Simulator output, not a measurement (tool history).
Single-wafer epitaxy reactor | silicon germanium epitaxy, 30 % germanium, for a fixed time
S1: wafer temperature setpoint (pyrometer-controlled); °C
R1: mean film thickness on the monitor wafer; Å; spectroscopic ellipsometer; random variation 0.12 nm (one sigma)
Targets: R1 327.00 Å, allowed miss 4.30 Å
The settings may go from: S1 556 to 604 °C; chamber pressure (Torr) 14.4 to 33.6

Run 1, day 0.000: S1 580 °C, chamber pressure (Torr) 24.0. Result: R1 456.29 Å.
Run 2, day 0.229: S1 580 °C, chamber pressure (Torr) 19.8. Result: R1 415.31 Å.
Run 3, day 0.583: S1 577 °C, chamber pressure (Torr) 19.8. Result: R1 399.77 Å.
Run 4, day 0.733: S1 571 °C, chamber pressure (Torr) 19.8. Result: R1 356.25 Å.
Run 5, day 0.938: S1 570 °C, chamber pressure (Torr) 19.8. Result: R1 350.98 Å.
Run 6, day 1.242: S1 570 °C, chamber pressure (Torr) 22.1. Result: R1 368.84 Å.
Run 7, day 1.292: S1 568 °C, chamber pressure (Torr) 22.1. Result: R1 359.14 Å.
Run 8, day 1.550: S1 566 °C, chamber pressure (Torr) 22.1. Result: R1 345.69 Å.
Run 9, day 1.608: S1 565 °C, chamber pressure (Torr) 22.1. Result: R1 341.16 Å.
Run 10, day 1.954: S1 564 °C, chamber pressure (Torr) 22.1. Result: R1 335.92 Å.

4 next moves are on the table. One of them brings every result within its allowed miss. Which?
Run A, day 2.300: S1 561 °C, chamber pressure (Torr) 21.4. Result: R1 ?.
Run B, day 2.300: S1 567 °C, chamber pressure (Torr) 19.2. Result: R1 ?.
Run C, day 2.300: S1 566 °C, chamber pressure (Torr) 22.0. Result: R1 ?.
Run D, day 2.300: S1 568 °C, chamber pressure (Torr) 19.3. Result: R1 ?.

move      R1
   A  313.54
   B  329.86
   C  346.93
   D  336.52
A: takes the result that was furthest off past its target
B: meets every target
C: further off than the last run
D: further off than the last run
Move B is the one to make.

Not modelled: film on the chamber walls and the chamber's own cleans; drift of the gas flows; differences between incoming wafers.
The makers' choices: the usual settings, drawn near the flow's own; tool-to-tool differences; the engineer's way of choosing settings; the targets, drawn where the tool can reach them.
